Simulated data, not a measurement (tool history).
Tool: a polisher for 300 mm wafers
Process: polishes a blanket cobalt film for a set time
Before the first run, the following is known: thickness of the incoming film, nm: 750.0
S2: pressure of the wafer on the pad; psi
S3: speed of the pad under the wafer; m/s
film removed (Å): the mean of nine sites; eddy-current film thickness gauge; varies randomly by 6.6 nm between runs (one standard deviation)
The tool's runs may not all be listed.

run 1 day=0.000 | flow_of_slurry_(ml/min)=210 S2=2.1 S3=1.20 polishing_time_(s)=52 | film_removed_(Å)=3012.2
run 2 day=0.079 | flow_of_slurry_(ml/min)=210 S2=2.4 S3=1.22 polishing_time_(s)=52 | film_removed_(Å)=3524.0
run 3 day=0.121 | flow_of_slurry_(ml/min)=210 S2=2.6 S3=1.24 polishing_time_(s)=52 | film_removed_(Å)=3703.9
run 4 day=0.462 | flow_of_slurry_(ml/min)=210 S2=2.8 S3=1.26 polishing_time_(s)=52 | film_removed_(Å)=4061.0
run 5 day=0.650 | flow_of_slurry_(ml/min)=210 S2=2.9 S3=1.26 polishing_time_(s)=52 | film_removed_(Å)=4364.8
run 6 day=0.792 | flow_of_slurry_(ml/min)=210 S2=2.9 S3=1.00 polishing_time_(s)=52 | film_removed_(Å)=3353.1

The next listed run, before its measurement:
run 7 day=0.867 | flow_of_slurry_(ml/min)=210 S2=2.9 S3=1.00 polishing_time_(s)=52 | film_removed_(Å)=?

film removed (Å): 3349.5
